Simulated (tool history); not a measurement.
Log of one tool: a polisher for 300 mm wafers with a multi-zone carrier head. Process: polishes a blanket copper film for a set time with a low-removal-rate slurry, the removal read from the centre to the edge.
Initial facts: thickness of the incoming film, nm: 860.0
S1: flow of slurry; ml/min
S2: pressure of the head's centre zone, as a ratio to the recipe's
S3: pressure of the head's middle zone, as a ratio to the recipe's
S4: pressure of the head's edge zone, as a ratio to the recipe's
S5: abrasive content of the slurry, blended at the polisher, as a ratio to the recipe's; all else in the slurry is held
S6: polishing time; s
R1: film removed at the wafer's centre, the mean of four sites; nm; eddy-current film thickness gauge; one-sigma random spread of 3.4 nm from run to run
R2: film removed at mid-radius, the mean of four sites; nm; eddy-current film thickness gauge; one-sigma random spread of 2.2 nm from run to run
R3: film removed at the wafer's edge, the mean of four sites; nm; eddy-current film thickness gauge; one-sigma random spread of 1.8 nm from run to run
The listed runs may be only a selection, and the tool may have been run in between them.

| run | day | S1 | S2 | S3 | S4 | S5 | S6 | R1 | R2 | R3 |
|---|---|---|---|---|---|---|---|---|---|---|
| 1 | 0.000 | 160 | 1.00 | 1.00 | 1.00 | 1.00 | 87 | 184.36 | 195.06 | 187.18 |
| 2 | 0.138 | 165 | 1.02 | 0.98 | 1.02 | 1.00 | 87 | 190.69 | 195.08 | 189.33 |
| 3 | 0.333 | 170 | 1.04 | 0.96 | 1.04 | 1.00 | 87 | 197.67 | 187.02 | 192.73 |
| 4 | 0.433 | 175 | 1.05 | 0.96 | 1.05 | 1.00 | 87 | 196.24 | 188.55 | 196.12 |
| 5 | 0.604 | 180 | 1.07 | 0.96 | 1.05 | 1.00 | 87 | 207.24 | 188.99 | 192.43 |
| 6 | 0.796 | 180 | 1.01 | 0.96 | 1.05 | 1.00 | 87 | 194.32 | 188.10 | 192.51 |
| 7 | 0.938 | 220 | 1.11 | 0.88 | 1.15 | 1.15 | 88 | 228.69 | 192.19 | 221.54 |

The next listed run, before its measurement:
| 8 | 1.296 | 220 | 1.12 | 0.88 | 1.14 | 1.15 | 88 | ? | ? | ? |

R1: 227.12 nm
R2: 196.94 nm
R3: 221.76 nm

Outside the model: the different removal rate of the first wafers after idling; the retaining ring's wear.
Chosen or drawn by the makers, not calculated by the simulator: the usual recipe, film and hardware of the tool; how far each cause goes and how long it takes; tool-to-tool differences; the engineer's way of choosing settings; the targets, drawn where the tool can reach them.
